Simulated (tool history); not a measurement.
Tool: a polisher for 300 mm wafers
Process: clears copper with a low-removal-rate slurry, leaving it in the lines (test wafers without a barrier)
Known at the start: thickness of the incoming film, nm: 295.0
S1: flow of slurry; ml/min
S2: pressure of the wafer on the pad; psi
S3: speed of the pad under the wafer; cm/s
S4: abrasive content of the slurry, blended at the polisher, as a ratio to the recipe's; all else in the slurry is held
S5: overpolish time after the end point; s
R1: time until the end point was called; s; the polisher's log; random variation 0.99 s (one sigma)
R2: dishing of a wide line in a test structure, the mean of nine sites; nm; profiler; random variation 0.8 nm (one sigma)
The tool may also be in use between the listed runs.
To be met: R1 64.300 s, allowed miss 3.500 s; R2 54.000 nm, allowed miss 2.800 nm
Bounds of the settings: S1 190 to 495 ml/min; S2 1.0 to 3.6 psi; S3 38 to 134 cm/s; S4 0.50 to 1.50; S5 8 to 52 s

run	hour	S1	S2	S3	S4	S5	R1	R2
1	0.0	320	2.3	86	1.00	26	132.960	30.481
2	1.0	320	1.9	86	1.00	26	155.160	27.079
3	6.3	320	2.4	92	1.00	27	119.210	33.806
4	8.5	320	2.2	92	1.00	27	130.700	32.388
5	9.9	320	2.2	76	1.00	27	158.210	28.278
6	11.3	320	2.6	84	1.00	27	119.990	33.561
7	12.0	320	2.9	90	1.00	28	100.990	38.358
8	18.7	320	3.1	94	1.00	29	89.554	41.562
9	22.9	320	3.2	98	1.00	30	82.051	42.910
10	26.9	320	3.3	100	1.00	31	78.065	45.818
11	32.8	320	3.4	102	1.00	32	75.789	47.583
12	40.9	320	3.5	104	1.00	33	72.424	48.906
13	44.2	320	3.5	106	1.00	34	71.463	48.923
14	51.6	320	3.6	112	1.00	36	63.548	51.323

4 next moves are on the table. One of them brings every result within its allowed miss. Which?
A	59.0	285	3.6	110	0.85	30	?	?
B	59.0	335	3.6	114	0.90	41	?	?
C	59.0	315	3.4	122	1.00	22	?	?
D	59.0	335	3.5	120	1.00	31	?	?

move	R1	R2
A	67.894	46.324
B	64.092	51.754
C	62.602	41.908
D	61.544	48.378
A: further off than the last run
B: meets every target
C: further off than the last run
D: further off than the last run
The right move is B.

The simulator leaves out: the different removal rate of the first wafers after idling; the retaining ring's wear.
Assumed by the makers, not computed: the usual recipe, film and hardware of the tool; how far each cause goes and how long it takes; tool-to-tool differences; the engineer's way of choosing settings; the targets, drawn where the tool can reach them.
